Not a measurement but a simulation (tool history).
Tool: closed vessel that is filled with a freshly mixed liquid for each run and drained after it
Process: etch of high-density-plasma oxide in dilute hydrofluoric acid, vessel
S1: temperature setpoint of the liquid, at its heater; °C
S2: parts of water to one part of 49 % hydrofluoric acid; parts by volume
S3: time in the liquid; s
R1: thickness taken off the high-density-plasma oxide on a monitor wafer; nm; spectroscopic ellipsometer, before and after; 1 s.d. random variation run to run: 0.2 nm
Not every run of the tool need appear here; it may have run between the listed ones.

Run 1, hour 0.0: S1 21.0 °C, S2 150 parts by volume, S3 520 s. Result: R1 16.0050 nm.
Run 2, hour 5.2: S1 19.5 °C, S2 150 parts by volume, S3 520 s. Result: R1 15.1180 nm.
Run 3, hour 10.6: S1 19.5 °C, S2 105 parts by volume, S3 520 s. Result: R1 22.5490 nm.
Run 4, hour 14.8: S1 19.5 °C, S2 145 parts by volume, S3 520 s. Result: R1 15.7530 nm.
Run 5, hour 18.1: S1 19.5 °C, S2 145 parts by volume, S3 315 s. Result: R1 9.6554 nm.
Run 6, hour 22.0: S1 21.5 °C, S2 145 parts by volume, S3 315 s. Result: R1 10.2940 nm.
At hour 30.9: hydrofluoric acid flow meter replaced.
Run 7, hour 30.9: S1 20.5 °C, S2 130 parts by volume, S3 315 s. Result: R1 9.8988 nm.

Estimate the outcome of run 8 from the log above:
Run 8, hour 38.1: S1 20.0 °C, S2 105 parts by volume, S3 335 s. Result: R1 ?.

{"run 8": {"R1": 13.033}}
